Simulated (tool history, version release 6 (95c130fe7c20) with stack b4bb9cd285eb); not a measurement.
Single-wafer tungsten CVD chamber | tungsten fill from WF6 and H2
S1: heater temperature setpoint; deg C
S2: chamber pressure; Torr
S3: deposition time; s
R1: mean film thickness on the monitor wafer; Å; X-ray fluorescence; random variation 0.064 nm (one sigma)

run	day	S1	S2	S3	R1
1	0.000	385	41.1	9.3	235.91
2	0.058	387	41.2	9.3	243.92
3	0.217	387	36.6	9.3	233.49
4	0.258	387	39.7	9.3	241.80
5	0.550	389	39.8	9.3	250.50
6	0.571	391	39.9	9.3	258.78
7	0.633	392	40.0	9.3	262.29

Run 8 comes next. What will it give?
8	0.671	393	40.1	9.3	?

R1: 268.38 Å
